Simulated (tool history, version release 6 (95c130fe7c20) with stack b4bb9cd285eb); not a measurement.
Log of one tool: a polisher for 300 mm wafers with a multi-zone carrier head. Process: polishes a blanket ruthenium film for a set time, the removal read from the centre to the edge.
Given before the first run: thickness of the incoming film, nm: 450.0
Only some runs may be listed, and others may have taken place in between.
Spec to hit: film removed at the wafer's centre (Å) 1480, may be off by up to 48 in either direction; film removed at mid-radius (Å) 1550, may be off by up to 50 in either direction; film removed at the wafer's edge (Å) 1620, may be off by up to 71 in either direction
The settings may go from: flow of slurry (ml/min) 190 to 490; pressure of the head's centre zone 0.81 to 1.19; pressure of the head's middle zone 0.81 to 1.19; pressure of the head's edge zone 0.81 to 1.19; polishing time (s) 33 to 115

run  hour  flow of slurry (ml/min)  pressure of the head's centre zone  pressure of the head's middle zone  pressure of the head's edge zone  polishing time (s)  film removed at the wafer's centre (Å)  film removed at mid-radius (Å)  film removed at the wafer's edge (Å)
  1     0                      315                                   1                                   1                                 1                  73                                  1032.3                            1039                                1106.5
  2   1.7                      315                                1.01                                1.01                              1.02                  76                                    1112                          1100.3                                1180.5
  3   8.3                      380                                1.01                                1.01                              1.02                  76                                  1110.1                          1111.3                                1141.5
  4  14.6                      370                                1.01                                1.03                              1.04                  78                                  1139.8                          1166.5                                1235.1
  5  15.6                      370                                1.08                                1.03                              1.04                  78                                  1216.3                          1154.1                                1212.3
  6  21.7                      370                                1.08                                1.05                              1.05                  80                                  1250.6                          1214.3                                1261.8
  7  28.6                      365                                1.08                                1.06                              1.06                  82                                  1272.2                          1255.8                                  1286
  8  31.9                      360                                1.08                                1.07                              1.07                  84                                  1332.9                          1267.8                                1316.5
  9  38.7                      365                                1.06                                1.08                              1.08                  86                                  1319.6                          1343.6                                1354.1
 10  42.3                      360                                1.06                                1.08                              1.09                  88                                  1334.3                          1358.3                                1391.9
 11  43.5                      355                                1.06                                1.08                               1.1                  90                                  1358.8                          1410.1                                1441.3
 12  50.4                      355                                1.06                                1.08                              1.11                  91                                  1392.1                          1416.5                                1498.7
 13  55.9                      355                                1.06                                1.09                              1.12                  92                                  1393.1                          1455.7                                  1481

Consider the 4 candidate settings below. Which is the only one whose results all fall within their allowed miss of target?
  A  61.4                      455                                1.03                                1.08                              1.15                  97                                       ?                               ?                                     ?
  B  61.4                      385                                1.07                                1.14                              1.13                  90                                       ?                               ?                                     ?
  C  61.4                      325                                 0.9                                0.96                              1.19                 110                                       ?                               ?                                     ?
  D  61.4                      445                                1.11                                1.19                              0.93                  98                                       ?                               ?                                     ?

move  film removed at the wafer's centre (Å)  film removed at mid-radius (Å)  film removed at the wafer's edge (Å)
   A                                  1486.9                            1520                                1623.8
   B                                  1416.3                          1460.3                                1478.8
   C                                  1430.9                          1522.9                                1841.9
   D                                  1618.5                          1666.7                                1474.2
A: each result inside its tolerance
B: about as far from the targets as the last run
C: takes the biggest miss from the last run beyond its target
D: lands further from the targets than the last run did
Answer: A
